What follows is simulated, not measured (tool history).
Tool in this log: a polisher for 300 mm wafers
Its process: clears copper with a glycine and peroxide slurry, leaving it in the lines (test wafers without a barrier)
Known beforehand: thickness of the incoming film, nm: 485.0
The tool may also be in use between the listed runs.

run    day  flow of slurry (ml/min)  pressure of the wafer on the pad (psi)  speed of the pad under the wafer (m/s)  overpolish time after the end point (s)  time until the end point was called (s)  dishing of a wide line in a test structure (angstrom)
  1  0.000                      295                                     1.9                                    0.94                                       18                                   131.81                                                 446.82
  2  0.204                      275                                     1.7                                    0.94                                       16                                   145.23                                                 362.08
  3  0.550                      255                                     1.6                                    0.96                                       14                                   146.92                                                 315.70
  4  0.925                      240                                     1.5                                    0.98                                       12                                   154.60                                                 269.83
  5  1.167                      230                                     1.4                                    1.00                                       11                                   162.97                                                 237.97
  6  1.475                      230                                     1.2                                    1.00                                       11                                   177.03                                                 213.17
  7  1.521                      220                                     1.1                                    1.04                                       10                                   187.07                                                 190.30
  8  1.838                      210                                     1.1                                    1.08                                        9                                   182.75                                                 175.19
  9  2.083                      210                                     1.1                                    1.12                                        9                                   173.14                                                 181.28

Estimate the outcome of run 10 from the log above:
 10  2.258                      210                                     1.1                                    1.12                                        9                                        ?                                                      ?

{"run 10": {"time until the end point was called (s)": 183.05, "dishing of a wide line in a test structure (angstrom)": 177.37}}
